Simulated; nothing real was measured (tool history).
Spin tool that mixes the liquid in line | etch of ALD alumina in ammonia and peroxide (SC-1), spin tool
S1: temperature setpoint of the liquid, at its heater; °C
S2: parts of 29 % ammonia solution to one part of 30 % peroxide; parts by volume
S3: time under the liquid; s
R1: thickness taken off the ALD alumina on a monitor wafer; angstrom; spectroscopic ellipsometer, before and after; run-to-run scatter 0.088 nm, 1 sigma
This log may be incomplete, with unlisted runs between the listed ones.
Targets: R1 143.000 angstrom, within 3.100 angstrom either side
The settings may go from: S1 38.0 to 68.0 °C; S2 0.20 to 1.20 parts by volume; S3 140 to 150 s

run 1 hour=0.0 | S1=52.0 S2=0.70 S3=140 | R1=75.810
run 2 hour=6.4 | S1=52.0 S2=0.80 S3=140 | R1=77.003
run 3 hour=14.0 | S1=52.0 S2=0.80 S3=140 | R1=77.461
run 4 hour=17.8 | S1=55.5 S2=0.80 S3=140 | R1=93.173
run 5 hour=26.0 | S1=55.5 S2=0.80 S3=150 | R1=100.080
run 6 hour=29.0 | S1=57.5 S2=0.80 S3=150 | R1=110.820
run 7 hour=33.1 | S1=59.0 S2=0.80 S3=150 | R1=120.400
run 8 hour=41.1 | S1=60.0 S2=0.80 S3=150 | R1=125.120
run 9 hour=47.5 | S1=61.0 S2=0.80 S3=150 | R1=131.760
run 10 hour=50.2 | S1=61.5 S2=0.80 S3=150 | R1=136.710
run 11 hour=56.3 | S1=62.0 S2=0.80 S3=150 | R1=139.010

Below are 5 possible settings for the next run. Only one of them brings all results inside the allowed miss of their targets. Which is it?
run A hour=62.4 | S1=63.0 S2=0.60 S3=150 | R1=?
run B hour=62.4 | S1=62.0 S2=0.60 S3=150 | R1=?
run C hour=62.4 | S1=62.0 S2=0.85 S3=145 | R1=?
run D hour=62.4 | S1=61.5 S2=1.20 S3=145 | R1=?
run E hour=62.4 | S1=62.0 S2=0.65 S3=150 | R1=?

move=A R1=141.980
move=B R1=134.990
move=C R1=134.860
move=D R1=135.850
move=E R1=136.020
A: every result within its allowed miss
B: misses by more than the last run did
C: misses by more than the last run did
D: misses by more than the last run did
E: misses by more than the last run did
The right move is A.

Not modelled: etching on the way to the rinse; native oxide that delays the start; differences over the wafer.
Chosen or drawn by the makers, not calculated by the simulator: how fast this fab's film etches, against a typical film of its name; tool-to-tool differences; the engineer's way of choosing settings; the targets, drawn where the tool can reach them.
